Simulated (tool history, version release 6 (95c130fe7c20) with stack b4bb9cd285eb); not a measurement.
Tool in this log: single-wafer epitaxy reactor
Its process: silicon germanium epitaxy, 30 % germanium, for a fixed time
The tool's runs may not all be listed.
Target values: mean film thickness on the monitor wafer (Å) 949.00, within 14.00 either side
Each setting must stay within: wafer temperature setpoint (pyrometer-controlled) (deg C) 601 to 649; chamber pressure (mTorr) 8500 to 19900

run,hour,wafer temperature setpoint (pyrometer-controlled) (deg C),chamber pressure (mTorr),mean film thickness on the monitor wafer (Å)
1,0.0,625,14200,794.37
2,4.3,625,16600,835.26
3,5.0,615,16600,713.58
4,12.7,611,16600,673.01
5,16.7,620,16600,767.15
6,21.2,620,14600,745.36
7,24.3,622,14600,770.14
8,32.7,624,14600,790.41
9,37.7,626,14600,817.36
10,40.9,627,14600,831.15
11,48.1,628,14600,843.07
12,53.4,629,14600,849.90
13,54.6,630,14600,869.20
14,63.1,631,14600,882.01
15,65.3,632,14600,889.12
16,73.3,633,14600,908.62

Next run, 4 choices. One meets every target within its allowed miss, the rest don't. Which?
A,81.3,636,14700,?
B,81.3,632,13800,?
C,81.3,633,11800,?
D,81.3,639,14300,?

move,mean film thickness on the monitor wafer (Å)
A,948.52
B,878.53
C,856.44
D,984.31
A: in spec on every target
B: lands further from the targets than the last run did
C: lands further from the targets than the last run did
D: takes the result that was furthest off past its target
A meets every target.
